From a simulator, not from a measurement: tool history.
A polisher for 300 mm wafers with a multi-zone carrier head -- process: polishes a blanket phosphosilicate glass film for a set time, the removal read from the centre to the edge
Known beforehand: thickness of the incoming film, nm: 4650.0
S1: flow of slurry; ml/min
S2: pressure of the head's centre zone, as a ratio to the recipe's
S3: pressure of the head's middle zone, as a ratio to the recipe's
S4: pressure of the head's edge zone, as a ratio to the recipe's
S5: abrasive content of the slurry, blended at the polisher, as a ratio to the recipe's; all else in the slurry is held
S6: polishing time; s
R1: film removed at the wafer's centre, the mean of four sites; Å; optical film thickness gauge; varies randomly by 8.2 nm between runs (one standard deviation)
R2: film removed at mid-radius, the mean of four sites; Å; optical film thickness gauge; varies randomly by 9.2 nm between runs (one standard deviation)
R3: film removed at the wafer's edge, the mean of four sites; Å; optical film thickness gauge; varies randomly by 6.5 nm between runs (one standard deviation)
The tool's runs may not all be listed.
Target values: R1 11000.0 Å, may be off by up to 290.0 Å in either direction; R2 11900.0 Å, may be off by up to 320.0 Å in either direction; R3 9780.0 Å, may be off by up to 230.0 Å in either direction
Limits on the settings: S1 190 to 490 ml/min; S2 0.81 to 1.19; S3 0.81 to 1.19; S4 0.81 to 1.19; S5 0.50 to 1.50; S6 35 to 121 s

| run | day | S1 | S2 | S3 | S4 | S5 | S6 | R1 | R2 | R3 |
|---|---|---|---|---|---|---|---|---|---|---|
| 1 | 0.000 | 315 | 1.00 | 1.00 | 1.00 | 1.00 | 78 | 8474.7 | 8359.6 | 8227.7 |
| 2 | 0.338 | 335 | 1.02 | 1.06 | 1.00 | 1.10 | 78 | 9046.2 | 9244.7 | 8503.9 |
| 3 | 0.400 | 350 | 1.04 | 1.10 | 1.02 | 1.20 | 78 | 9519.8 | 9816.9 | 8997.6 |
| 4 | 0.662 | 350 | 1.04 | 1.10 | 1.02 | 1.20 | 59 | 7237.6 | 7422.7 | 6696.7 |
| 5 | 1.029 | 350 | 1.04 | 1.10 | 1.02 | 1.35 | 59 | 7538.6 | 7742.5 | 7056.9 |
| 6 | 1.225 | 350 | 0.99 | 1.10 | 1.02 | 1.35 | 59 | 7217.5 | 7739.1 | 7097.5 |
| 7 | 1.558 | 365 | 1.01 | 1.13 | 1.00 | 1.40 | 65 | 8245.0 | 8887.6 | 7830.4 |
| 8 | 1.721 | 380 | 1.02 | 1.15 | 0.99 | 1.45 | 69 | 8992.2 | 9813.8 | 8352.3 |
| 9 | 1.971 | 440 | 1.08 | 1.19 | 1.03 | 1.50 | 80 | 11240.0 | 11907.0 | 10130.0 |

Pick the move, out of 5, that brings all results within their allowed miss; only one does.
| A | 2.221 | 485 | 1.11 | 1.18 | 0.98 | 1.35 | 84 | ? | ? | ? |
| B | 2.221 | 405 | 1.05 | 1.18 | 1.04 | 1.50 | 82 | ? | ? | ? |
| C | 2.221 | 425 | 1.06 | 1.13 | 1.09 | 1.50 | 83 | ? | ? | ? |
| D | 2.221 | 435 | 1.07 | 1.19 | 1.00 | 1.50 | 84 | ? | ? | ? |
| E | 2.221 | 390 | 1.05 | 1.18 | 0.94 | 1.50 | 81 | ? | ? | ? |

| move | R1 | R2 | R3 |
|---|---|---|---|
| A | 11555.0 | 12016.0 | 9996.9 |
| B | 10901.0 | 12005.0 | 10284.0 |
| C | 11179.0 | 11756.0 | 10674.0 |
| D | 11447.0 | 12450.0 | 10391.0 |
| E | 10733.0 | 11825.0 | 9690.5 |
A: brings the last run's worst result on target, with another outside its allowed miss
B: further off than the last run
C: further off than the last run
D: further off than the last run
E: every result lands within tolerance
So the answer is move E, the one that meets all the targets.
